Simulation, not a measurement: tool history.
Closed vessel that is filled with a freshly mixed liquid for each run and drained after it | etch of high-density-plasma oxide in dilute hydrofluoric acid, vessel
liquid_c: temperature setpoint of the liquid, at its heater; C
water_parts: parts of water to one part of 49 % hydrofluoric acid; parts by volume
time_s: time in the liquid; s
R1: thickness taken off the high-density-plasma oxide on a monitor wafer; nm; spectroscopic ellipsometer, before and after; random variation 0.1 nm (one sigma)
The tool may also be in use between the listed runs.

run 1 hour=0 | liquid_c=25 water_parts=75 time_s=30 | R1=2.8332
run 2 hour=5.8 | liquid_c=25 water_parts=100 time_s=30 | R1=2.0376
run 3 hour=7.4 | liquid_c=23.5 water_parts=100 time_s=30 | R1=1.913
run 4 hour=10.4 | liquid_c=26.5 water_parts=100 time_s=30 | R1=2.1845
run 5 hour=19.3 | liquid_c=28 water_parts=80 time_s=30 | R1=2.9787
run 6 hour=20 | liquid_c=28 water_parts=100 time_s=30 | R1=2.3048
run 7 hour=28.6 | liquid_c=29 water_parts=80 time_s=30 | R1=3.0894
run 8 hour=29.2 | liquid_c=30 water_parts=65 time_s=30 | R1=4.1082
run 9 hour=33.3 | liquid_c=30.5 water_parts=55 time_s=30 | R1=4.9354
run 10 hour=38.4 | liquid_c=31 water_parts=45 time_s=30 | R1=6.2159
run 11 hour=43 | liquid_c=31.5 water_parts=40 time_s=30 | R1=7.2501
run 12 hour=49.7 | liquid_c=32 water_parts=35 time_s=30 | R1=8.4947

Run 13 comes next. What will it give?
run 13 hour=50.4 | liquid_c=32 water_parts=30 time_s=30 | R1=?

{"run 13": {"R1": 9.9212}}
